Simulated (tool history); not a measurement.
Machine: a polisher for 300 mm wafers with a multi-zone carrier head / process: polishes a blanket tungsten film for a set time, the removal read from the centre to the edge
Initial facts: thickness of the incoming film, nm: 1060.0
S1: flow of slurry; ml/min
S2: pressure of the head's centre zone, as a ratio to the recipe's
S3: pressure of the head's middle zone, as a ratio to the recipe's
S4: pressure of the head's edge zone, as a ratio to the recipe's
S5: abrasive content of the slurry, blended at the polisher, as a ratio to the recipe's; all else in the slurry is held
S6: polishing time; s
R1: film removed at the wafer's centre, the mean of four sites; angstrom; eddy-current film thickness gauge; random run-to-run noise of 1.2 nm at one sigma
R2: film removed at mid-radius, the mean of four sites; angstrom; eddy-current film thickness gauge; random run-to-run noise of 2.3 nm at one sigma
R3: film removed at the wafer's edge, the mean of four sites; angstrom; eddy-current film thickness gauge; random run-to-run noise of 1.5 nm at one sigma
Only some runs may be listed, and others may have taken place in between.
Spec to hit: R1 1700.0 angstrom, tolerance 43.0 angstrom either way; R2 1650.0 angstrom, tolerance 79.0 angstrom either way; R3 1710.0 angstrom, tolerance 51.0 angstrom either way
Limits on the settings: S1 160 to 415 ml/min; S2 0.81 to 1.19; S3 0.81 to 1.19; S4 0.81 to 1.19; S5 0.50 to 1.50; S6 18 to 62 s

Run 1, hour 0.0: S1 265 ml/min, S2 1.00, S3 1.00, S4 1.00, S5 1.00, S6 40 s. Result: R1 2234.3 angstrom, R2 2248.7 angstrom, R3 2126.1 angstrom.
Run 2, hour 6.5: S1 330 ml/min, S2 1.00, S3 1.00, S4 1.00, S5 1.00, S6 40 s. Result: R1 2304.0 angstrom, R2 2199.9 angstrom, R3 2146.1 angstrom.
Run 3, hour 12.1: S1 335 ml/min, S2 0.98, S3 0.98, S4 0.98, S5 0.90, S6 40 s. Result: R1 2181.5 angstrom, R2 2152.0 angstrom, R3 2081.1 angstrom.
Run 4, hour 13.3: S1 335 ml/min, S2 0.98, S3 0.95, S4 0.98, S5 0.90, S6 40 s. Result: R1 2195.8 angstrom, R2 2120.2 angstrom, R3 2041.0 angstrom.
Run 5, hour 14.7: S1 335 ml/min, S2 1.03, S3 0.95, S4 0.98, S5 0.90, S6 40 s. Result: R1 2327.2 angstrom, R2 2088.1 angstrom, R3 2073.0 angstrom.
Run 6, hour 23.1: S1 335 ml/min, S2 1.03, S3 0.95, S4 1.06, S5 0.90, S6 40 s. Result: R1 2307.7 angstrom, R2 2179.9 angstrom, R3 2169.7 angstrom.
Run 7, hour 27.5: S1 350 ml/min, S2 1.00, S3 0.92, S4 1.04, S5 0.85, S6 39 s. Result: R1 2160.9 angstrom, R2 1974.6 angstrom, R3 2036.5 angstrom.
Run 8, hour 28.9: S1 345 ml/min, S2 0.97, S3 0.90, S4 1.01, S5 0.80, S6 39 s. Result: R1 2072.7 angstrom, R2 1907.4 angstrom, R3 2015.9 angstrom.
Run 9, hour 31.0: S1 290 ml/min, S2 0.90, S3 0.91, S4 0.91, S5 0.55, S6 36 s. Result: R1 1567.7 angstrom, R2 1638.5 angstrom, R3 1596.8 angstrom.

Consider the 4 candidate settings below. Which is the only one whose results all fall within their allowed miss of target?
Run A, hour 33.1: S1 375 ml/min, S2 0.92, S3 1.05, S4 0.98, S5 0.60, S6 36 s. Result: R1 ?, R2 ?, R3 ?.
Run B, hour 33.1: S1 325 ml/min, S2 0.97, S3 0.94, S4 0.91, S5 0.50, S6 36 s. Result: R1 ?, R2 ?, R3 ?.
Run C, hour 33.1: S1 220 ml/min, S2 0.93, S3 0.89, S4 0.95, S5 0.50, S6 40 s. Result: R1 ?, R2 ?, R3 ?.
Run D, hour 33.1: S1 215 ml/min, S2 0.92, S3 0.87, S4 0.81, S5 0.65, S6 38 s. Result: R1 ?, R2 ?, R3 ?.

move      R1      R2      R3
   A  1679.2  1917.0  1724.6
   B  1670.4  1650.0  1580.9
   C  1687.6  1671.5  1730.4
   D  1682.5  1654.8  1625.3
A: meets the target for the result that was furthest off, but another lies outside its allowed miss
B: meets the target for the result that was furthest off, but another lies outside its allowed miss
C: hits every target within its allowed miss
D: meets the target for the result that was furthest off, but another lies outside its allowed miss
C meets every target.
